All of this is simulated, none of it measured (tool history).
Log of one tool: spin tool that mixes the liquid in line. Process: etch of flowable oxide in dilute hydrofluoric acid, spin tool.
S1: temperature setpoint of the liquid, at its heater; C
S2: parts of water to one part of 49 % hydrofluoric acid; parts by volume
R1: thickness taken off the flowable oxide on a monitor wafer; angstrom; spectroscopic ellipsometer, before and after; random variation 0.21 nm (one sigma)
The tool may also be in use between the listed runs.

Run 1, hour 0: S1 26 C, S2 65 parts by volume, time under the liquid (s) 65. Result: R1 523.56 angstrom.
Run 2, hour 5.3: S1 24 C, S2 65 parts by volume, time under the liquid (s) 65. Result: R1 479.61 angstrom.
Run 3, hour 7: S1 22.5 C, S2 65 parts by volume, time under the liquid (s) 65. Result: R1 447.58 angstrom.
Run 4, hour 14.2: S1 22.5 C, S2 65 parts by volume, time under the liquid (s) 65. Result: R1 447.68 angstrom.
Run 5, hour 16.4: S1 22.5 C, S2 55 parts by volume, time under the liquid (s) 65. Result: R1 532.32 angstrom.
Run 6, hour 17: S1 21.5 C, S2 60 parts by volume, time under the liquid (s) 65. Result: R1 475.31 angstrom.
Run 7, hour 18.4: S1 20.5 C, S2 60 parts by volume, time under the liquid (s) 65. Result: R1 450.87 angstrom.

Run 8 comes next. What will it give?
Run 8, hour 24.4: S1 20 C, S2 60 parts by volume, time under the liquid (s) 65. Result: R1 ?.

Run 8 gave R1 442.26 angstrom.

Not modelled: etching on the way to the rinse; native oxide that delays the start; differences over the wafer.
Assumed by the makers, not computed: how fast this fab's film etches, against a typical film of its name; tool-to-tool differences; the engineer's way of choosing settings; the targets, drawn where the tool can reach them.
